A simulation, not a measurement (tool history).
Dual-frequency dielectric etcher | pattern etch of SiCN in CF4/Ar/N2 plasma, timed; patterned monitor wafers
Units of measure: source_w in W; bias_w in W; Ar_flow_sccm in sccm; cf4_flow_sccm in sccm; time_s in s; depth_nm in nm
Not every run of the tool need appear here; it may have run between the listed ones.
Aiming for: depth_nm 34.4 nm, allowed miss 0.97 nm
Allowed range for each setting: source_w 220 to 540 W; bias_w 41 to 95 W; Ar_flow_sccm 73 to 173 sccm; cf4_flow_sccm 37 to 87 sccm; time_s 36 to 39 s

run,hour,source_w,bias_w,Ar_flow_sccm,cf4_flow_sccm,time_s,depth_nm
1,0,380,68,123,62,39,27.059
2,3.7,380,68,123,62,39,27.134
3,12.5,330,68,123,62,39,25.1
4,20.8,330,68,123,62,36,23.025
5,24.2,330,68,123,62,36,22.897
6,27.4,330,68,144,62,36,22.383
7,31.8,360,69,144,62,36,23.596
8,33.8,440,81,135,65,36.5,30.486
9,41.7,450,81,135,65,36.5,30.744
10,42.9,450,81,135,65,36.5,30.708

Next run, 4 choices. One meets every target within its allowed miss, the rest don't. Which?
A,44.1,500,78,120,68,37.5,?
B,44.1,470,69,150,66,36,?
C,44.1,410,78,130,69,36,?
D,44.1,370,75,117,71,38,?

move,depth_nm
A,34.299
B,28.07
C,28.609
D,28.417
A: each result inside its tolerance
B: further off than the last run
C: further off than the last run
D: further off than the last run
The move that meets every target is A.

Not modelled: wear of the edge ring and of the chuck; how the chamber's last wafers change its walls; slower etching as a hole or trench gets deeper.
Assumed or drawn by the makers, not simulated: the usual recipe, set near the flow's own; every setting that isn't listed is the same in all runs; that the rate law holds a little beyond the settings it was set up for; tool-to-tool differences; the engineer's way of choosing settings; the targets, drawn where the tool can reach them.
